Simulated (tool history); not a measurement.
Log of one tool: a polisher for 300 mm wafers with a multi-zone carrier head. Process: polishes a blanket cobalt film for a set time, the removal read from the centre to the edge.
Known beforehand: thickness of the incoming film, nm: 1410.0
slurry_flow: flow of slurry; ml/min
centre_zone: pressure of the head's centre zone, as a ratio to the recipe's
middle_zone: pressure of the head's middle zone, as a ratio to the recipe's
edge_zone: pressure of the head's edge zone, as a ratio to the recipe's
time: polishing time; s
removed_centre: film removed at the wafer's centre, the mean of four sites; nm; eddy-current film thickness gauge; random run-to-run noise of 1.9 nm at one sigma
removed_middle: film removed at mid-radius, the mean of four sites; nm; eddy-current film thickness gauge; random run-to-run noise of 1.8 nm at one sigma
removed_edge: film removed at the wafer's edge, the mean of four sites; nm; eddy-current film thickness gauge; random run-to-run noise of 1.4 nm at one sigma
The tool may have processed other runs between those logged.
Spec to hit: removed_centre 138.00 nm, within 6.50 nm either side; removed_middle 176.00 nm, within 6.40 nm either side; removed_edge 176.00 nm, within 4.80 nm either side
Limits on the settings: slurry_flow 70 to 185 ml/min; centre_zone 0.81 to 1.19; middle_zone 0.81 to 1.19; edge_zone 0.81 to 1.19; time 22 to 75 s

Run 1, hour 0.0: slurry_flow 120 ml/min, centre_zone 1.00, middle_zone 1.00, edge_zone 1.00, time 48 s. Result: removed_centre 195.72 nm, removed_middle 200.15 nm, removed_edge 199.92 nm.
Run 2, hour 5.3: slurry_flow 115 ml/min, centre_zone 0.96, middle_zone 1.00, edge_zone 0.99, time 48 s. Result: removed_centre 188.48 nm, removed_middle 198.29 nm, removed_edge 195.58 nm.
Run 3, hour 12.5: slurry_flow 110 ml/min, centre_zone 0.93, middle_zone 1.01, edge_zone 1.01, time 47 s. Result: removed_centre 171.76 nm, removed_middle 192.52 nm, removed_edge 196.06 nm.
Run 4, hour 15.7: slurry_flow 110 ml/min, centre_zone 0.93, middle_zone 1.08, edge_zone 1.01, time 47 s. Result: removed_centre 173.47 nm, removed_middle 210.65 nm, removed_edge 195.81 nm.
Run 5, hour 23.8: slurry_flow 110 ml/min, centre_zone 0.93, middle_zone 1.08, edge_zone 0.95, time 47 s. Result: removed_centre 175.73 nm, removed_middle 209.62 nm, removed_edge 191.29 nm.
Run 6, hour 27.0: slurry_flow 110 ml/min, centre_zone 0.93, middle_zone 0.99, edge_zone 0.95, time 47 s. Result: removed_centre 173.20 nm, removed_middle 193.60 nm, removed_edge 187.59 nm.
Run 7, hour 30.4: slurry_flow 105 ml/min, centre_zone 0.91, middle_zone 0.98, edge_zone 0.95, time 47 s. Result: removed_centre 168.45 nm, removed_middle 187.18 nm, removed_edge 189.18 nm.
Run 8, hour 35.1: slurry_flow 100 ml/min, centre_zone 0.89, middle_zone 0.98, edge_zone 0.94, time 47 s. Result: removed_centre 162.10 nm, removed_middle 182.80 nm, removed_edge 186.89 nm.
Run 9, hour 42.6: slurry_flow 95 ml/min, centre_zone 0.87, middle_zone 0.99, edge_zone 0.93, time 47 s. Result: removed_centre 155.78 nm, removed_middle 181.73 nm, removed_edge 185.94 nm.
Run 10, hour 49.7: slurry_flow 95 ml/min, centre_zone 0.87, middle_zone 0.99, edge_zone 0.93, time 47 s. Result: removed_centre 155.44 nm, removed_middle 181.05 nm, removed_edge 185.52 nm.
Run 11, hour 58.4: slurry_flow 90 ml/min, centre_zone 0.86, middle_zone 1.00, edge_zone 0.92, time 47 s. Result: removed_centre 149.49 nm, removed_middle 181.12 nm, removed_edge 183.25 nm.
Run 12, hour 66.5: slurry_flow 85 ml/min, centre_zone 0.86, middle_zone 1.00, edge_zone 0.91, time 47 s. Result: removed_centre 146.96 nm, removed_middle 177.93 nm, removed_edge 175.39 nm.

Exactly one of the 4 candidate moves below puts every result within its allowed miss. Which one?
Run A, hour 74.6: slurry_flow 80 ml/min, centre_zone 0.90, middle_zone 0.99, edge_zone 0.91, time 48 s. Result: removed_centre ?, removed_middle ?, removed_edge ?.
Run B, hour 74.6: slurry_flow 80 ml/min, centre_zone 0.95, middle_zone 0.94, edge_zone 0.81, time 48 s. Result: removed_centre ?, removed_middle ?, removed_edge ?.
Run C, hour 74.6: slurry_flow 110 ml/min, centre_zone 0.88, middle_zone 0.91, edge_zone 0.83, time 46 s. Result: removed_centre ?, removed_middle ?, removed_edge ?.
Run D, hour 74.6: slurry_flow 80 ml/min, centre_zone 0.83, middle_zone 1.02, edge_zone 0.94, time 47 s. Result: removed_centre ?, removed_middle ?, removed_edge ?.

move  removed_centre  removed_middle  removed_edge
   A          151.67          174.45        178.74
   B          160.11          167.00        171.44
   C          160.29          172.88        177.59
   D          136.89          175.24        177.12
A: the biggest miss grows against the last run
B: the biggest miss grows against the last run
C: the biggest miss grows against the last run
D: all results in spec
Correct choice: D, which meets every target

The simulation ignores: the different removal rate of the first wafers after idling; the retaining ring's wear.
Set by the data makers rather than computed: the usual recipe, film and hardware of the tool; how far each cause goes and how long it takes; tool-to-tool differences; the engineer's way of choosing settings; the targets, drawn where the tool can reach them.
